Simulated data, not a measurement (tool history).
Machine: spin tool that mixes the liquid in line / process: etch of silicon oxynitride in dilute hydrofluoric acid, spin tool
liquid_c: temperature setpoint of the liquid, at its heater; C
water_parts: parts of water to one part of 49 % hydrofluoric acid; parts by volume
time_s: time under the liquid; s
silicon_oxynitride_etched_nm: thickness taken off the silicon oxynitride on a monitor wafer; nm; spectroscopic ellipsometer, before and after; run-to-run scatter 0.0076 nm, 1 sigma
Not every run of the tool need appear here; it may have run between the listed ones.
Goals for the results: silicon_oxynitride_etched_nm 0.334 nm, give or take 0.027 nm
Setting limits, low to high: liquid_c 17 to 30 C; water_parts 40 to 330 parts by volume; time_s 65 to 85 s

{"run": 1, "hour": 0.0, "liquid_c": 22, "water_parts": 185, "time_s": 85, "silicon_oxynitride_etched_nm": 0.51845}
{"run": 2, "hour": 4.9, "liquid_c": 20, "water_parts": 185, "time_s": 85, "silicon_oxynitride_etched_nm": 0.47375}
{"run": 3, "hour": 10.5, "liquid_c": 20, "water_parts": 185, "time_s": 85, "silicon_oxynitride_etched_nm": 0.4657}
{"run": 4, "hour": 13.0, "liquid_c": 19.5, "water_parts": 190, "time_s": 85, "silicon_oxynitride_etched_nm": 0.44788}
{"run": 5, "hour": 15.8, "liquid_c": 22.5, "water_parts": 190, "time_s": 85, "silicon_oxynitride_etched_nm": 0.51388}
{"run": 6, "hour": 17.6, "liquid_c": 22, "water_parts": 200, "time_s": 85, "silicon_oxynitride_etched_nm": 0.47537}
{"run": 7, "hour": 26.1, "liquid_c": 21.5, "water_parts": 205, "time_s": 85, "silicon_oxynitride_etched_nm": 0.4519}
{"run": 8, "hour": 30.8, "liquid_c": 21, "water_parts": 210, "time_s": 85, "silicon_oxynitride_etched_nm": 0.42812}
{"run": 9, "hour": 32.2, "liquid_c": 20.5, "water_parts": 215, "time_s": 85, "silicon_oxynitride_etched_nm": 0.4135}
{"run": 10, "hour": 39.4, "liquid_c": 20, "water_parts": 220, "time_s": 85, "silicon_oxynitride_etched_nm": 0.38102}
{"run": 11, "hour": 41.5, "liquid_c": 19.5, "water_parts": 220, "time_s": 85, "silicon_oxynitride_etched_nm": 0.36834}

Exactly one of the 4 candidate moves below puts every result within its allowed miss. Which one?
{"run": "A", "hour": 43.6, "liquid_c": 19, "water_parts": 205, "time_s": 85, "silicon_oxynitride_etched_nm": "?"}
{"run": "B", "hour": 43.6, "liquid_c": 18.5, "water_parts": 225, "time_s": 65, "silicon_oxynitride_etched_nm": "?"}
{"run": "C", "hour": 43.6, "liquid_c": 20, "water_parts": 210, "time_s": 80, "silicon_oxynitride_etched_nm": "?"}
{"run": "D", "hour": 43.6, "liquid_c": 20, "water_parts": 245, "time_s": 85, "silicon_oxynitride_etched_nm": "?"}

move=A silicon_oxynitride_etched_nm=0.38428
move=B silicon_oxynitride_etched_nm=0.25835
move=C silicon_oxynitride_etched_nm=0.3687
move=D silicon_oxynitride_etched_nm=0.32836
A: misses by more than the last run did
B: carries the result that was furthest off beyond its target, to the other side
C: no nearer and no further than the last run
D: every result within its allowed miss
So the answer is move D, the one that meets all the targets.
